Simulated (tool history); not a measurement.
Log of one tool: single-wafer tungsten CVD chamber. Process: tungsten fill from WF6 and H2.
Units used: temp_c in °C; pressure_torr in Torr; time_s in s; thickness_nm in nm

{"run": 1, "hour": 0.0, "temp_c": 375, "pressure_torr": 48.4, "time_s": 28, "thickness_nm": 61.722}
{"run": 2, "hour": 4.6, "temp_c": 375, "pressure_torr": 48.4, "time_s": 28, "thickness_nm": 60.845}
{"run": 3, "hour": 13.0, "temp_c": 373, "pressure_torr": 48.3, "time_s": 28, "thickness_nm": 59.077}
{"run": 4, "hour": 21.9, "temp_c": 373, "pressure_torr": 53.2, "time_s": 28, "thickness_nm": 62.093}
{"run": 5, "hour": 29.3, "temp_c": 373, "pressure_torr": 53.2, "time_s": 28.8, "thickness_nm": 64.029}
{"run": 6, "hour": 36.4, "temp_c": 371, "pressure_torr": 53.1, "time_s": 28.8, "thickness_nm": 61.447}
{"run": 7, "hour": 39.3, "temp_c": 369, "pressure_torr": 53, "time_s": 28.8, "thickness_nm": 59.229}

The next listed run, before its measurement:
{"hour": 44.6, "done": "capacitance manometer re-zeroed and calibrated"}
{"run": 8, "hour": 44.6, "temp_c": 368, "pressure_torr": 52.9, "time_s": 28.8, "thickness_nm": "?"}

thickness_nm: 56.565 nm

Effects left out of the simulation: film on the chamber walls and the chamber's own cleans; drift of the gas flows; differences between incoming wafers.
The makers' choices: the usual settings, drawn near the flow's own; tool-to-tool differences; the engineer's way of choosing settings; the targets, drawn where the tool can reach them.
